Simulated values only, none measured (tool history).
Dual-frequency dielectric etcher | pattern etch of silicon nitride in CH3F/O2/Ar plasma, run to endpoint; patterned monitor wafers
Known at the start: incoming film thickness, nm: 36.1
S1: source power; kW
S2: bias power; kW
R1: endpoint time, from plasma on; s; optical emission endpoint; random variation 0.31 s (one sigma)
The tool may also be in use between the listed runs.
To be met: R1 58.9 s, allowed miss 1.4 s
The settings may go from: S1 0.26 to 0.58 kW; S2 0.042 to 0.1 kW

| run | hour | S1 | S2 | R1 |
|---|---|---|---|---|
| 1 | 0 | 0.42 | 0.071 | 50.127 |
| 2 | 5 | 0.42 | 0.083 | 46.766 |
| 3 | 7 | 0.42 | 0.088 | 45.839 |
| 4 | 10.6 | 0.39 | 0.088 | 46.715 |
| 5 | 13 | 0.39 | 0.079 | 49.077 |
| 6 | 13.8 | 0.36 | 0.074 | 51.229 |
| 7 | 22.4 | 0.33 | 0.069 | 53.765 |
| 8 | 23 | 0.31 | 0.066 | 56.243 |

4 next moves are on the table. One of them brings every result within its allowed miss. Which?
| A | 23.6 | 0.28 | 0.071 | ? |
| B | 23.6 | 0.27 | 0.076 | ? |
| C | 23.6 | 0.28 | 0.062 | ? |
| D | 23.6 | 0.32 | 0.068 | ? |

| move | R1 |
|---|---|
| A | 55.528 |
| B | 54.599 |
| C | 58.467 |
| D | 54.475 |
A: further off than the last run
B: further off than the last run
C: meets every target
D: further off than the last run
Move C is the one to make.
